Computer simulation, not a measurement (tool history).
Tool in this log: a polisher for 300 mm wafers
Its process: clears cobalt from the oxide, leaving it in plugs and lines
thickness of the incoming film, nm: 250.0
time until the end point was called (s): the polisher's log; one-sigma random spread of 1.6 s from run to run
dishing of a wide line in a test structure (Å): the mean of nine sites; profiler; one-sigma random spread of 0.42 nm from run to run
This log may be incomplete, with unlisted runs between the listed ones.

run,hour,flow of slurry (ml/min),pressure of the wafer on the pad (kPa),speed of the pad under the wafer (cm/s),overpolish time after the end point (s),time until the end point was called (s),dishing of a wide line in a test structure (Å)
1,0,145,12.4,96,22,64.451,355.68
2,3.5,145,12.4,96,25,66.663,366.52
3,11.7,145,10.3,96,25,78.901,352.36
4,19.3,145,10.3,96,26,79.063,363.29
5,27.4,145,13.1,96,26,62.583,378.87
6,31.8,175,13.1,96,26,61.092,375.04
7,33.4,175,12.4,96,27,64.228,374.87
8,41.2,175,11.7,96,28,67.481,375.24
9,46.4,175,11,96,29,70.909,369.77

Predict the results of run 10:
10,53.3,175,10.3,96,30,?,?

time until the end point was called (s): 74.694
dishing of a wide line in a test structure (Å): 373.39

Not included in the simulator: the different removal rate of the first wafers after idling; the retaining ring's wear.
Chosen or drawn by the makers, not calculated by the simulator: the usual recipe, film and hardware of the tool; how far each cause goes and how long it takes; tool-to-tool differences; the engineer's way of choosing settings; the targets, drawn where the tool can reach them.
